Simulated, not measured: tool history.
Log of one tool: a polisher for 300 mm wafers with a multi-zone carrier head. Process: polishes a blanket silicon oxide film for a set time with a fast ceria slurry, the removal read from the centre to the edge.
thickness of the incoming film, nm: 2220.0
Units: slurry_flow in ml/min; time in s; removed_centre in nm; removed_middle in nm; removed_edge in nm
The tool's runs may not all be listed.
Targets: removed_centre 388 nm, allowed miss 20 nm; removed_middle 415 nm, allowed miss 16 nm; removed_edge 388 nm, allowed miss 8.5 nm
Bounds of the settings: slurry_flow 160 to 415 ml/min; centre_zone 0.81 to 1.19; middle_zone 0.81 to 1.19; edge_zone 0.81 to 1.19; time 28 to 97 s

Run 1, hour 0: slurry_flow 265 ml/min, centre_zone 1, middle_zone 1, edge_zone 1, time 62 s. Result: removed_centre 735.7 nm, removed_middle 761.29 nm, removed_edge 759.14 nm.
Run 2, hour 2.6: slurry_flow 255 ml/min, centre_zone 0.99, middle_zone 1, edge_zone 0.98, time 58 s. Result: removed_centre 682.57 nm, removed_middle 711.79 nm, removed_edge 703.63 nm.
Run 3, hour 8.8: slurry_flow 255 ml/min, centre_zone 1.02, middle_zone 1, edge_zone 0.98, time 58 s. Result: removed_centre 699.98 nm, removed_middle 686.2 nm, removed_edge 698.37 nm.
Run 4, hour 9.5: slurry_flow 245 ml/min, centre_zone 1.01, middle_zone 1, edge_zone 0.96, time 54 s. Result: removed_centre 647.99 nm, removed_middle 653.37 nm, removed_edge 648.26 nm.
Run 5, hour 17.4: slurry_flow 235 ml/min, centre_zone 1, middle_zone 1, edge_zone 0.94, time 51 s. Result: removed_centre 621.44 nm, removed_middle 614.23 nm, removed_edge 606.38 nm.
Run 6, hour 23.3: slurry_flow 230 ml/min, centre_zone 0.98, middle_zone 1, edge_zone 0.93, time 48 s. Result: removed_centre 566.14 nm, removed_middle 569.37 nm, removed_edge 563.22 nm.
Run 7, hour 29.8: slurry_flow 230 ml/min, centre_zone 0.97, middle_zone 1, edge_zone 0.92, time 46 s. Result: removed_centre 520.68 nm, removed_middle 556.09 nm, removed_edge 538.45 nm.
Run 8, hour 37.6: slurry_flow 225 ml/min, centre_zone 0.97, middle_zone 1, edge_zone 0.91, time 44 s. Result: removed_centre 492.41 nm, removed_middle 540.35 nm, removed_edge 509.58 nm.
Run 9, hour 43.4: slurry_flow 220 ml/min, centre_zone 0.97, middle_zone 0.99, edge_zone 0.9, time 43 s. Result: removed_centre 488.39 nm, removed_middle 511.49 nm, removed_edge 495.36 nm.
Run 10, hour 50.2: slurry_flow 220 ml/min, centre_zone 0.97, middle_zone 0.99, edge_zone 0.89, time 42 s. Result: removed_centre 470.34 nm, removed_middle 495.56 nm, removed_edge 477.28 nm.

Which of these 4 next moves meets every target?
Run A, hour 57: slurry_flow 250 ml/min, centre_zone 1.03, middle_zone 1.17, edge_zone 0.81, time 46 s. Result: removed_centre ?, removed_middle ?, removed_edge ?.
Run B, hour 57: slurry_flow 170 ml/min, centre_zone 1, middle_zone 1.05, edge_zone 0.91, time 34 s. Result: removed_centre ?, removed_middle ?, removed_edge ?.
Run C, hour 57: slurry_flow 290 ml/min, centre_zone 1.03, middle_zone 1.07, edge_zone 0.81, time 51 s. Result: removed_centre ?, removed_middle ?, removed_edge ?.
Run D, hour 57: slurry_flow 190 ml/min, centre_zone 0.9, middle_zone 0.82, edge_zone 1.15, time 45 s. Result: removed_centre ?, removed_middle ?, removed_edge ?.

move  removed_centre  removed_middle  removed_edge
   A          551.82          638.18        503.78
   B          376.34           411.2        380.12
   C          621.07          664.65        565.32
   D          454.29          449.18        571.69
A: further off than the last run
B: meets every target
C: further off than the last run
D: further off than the last run
Answer: B
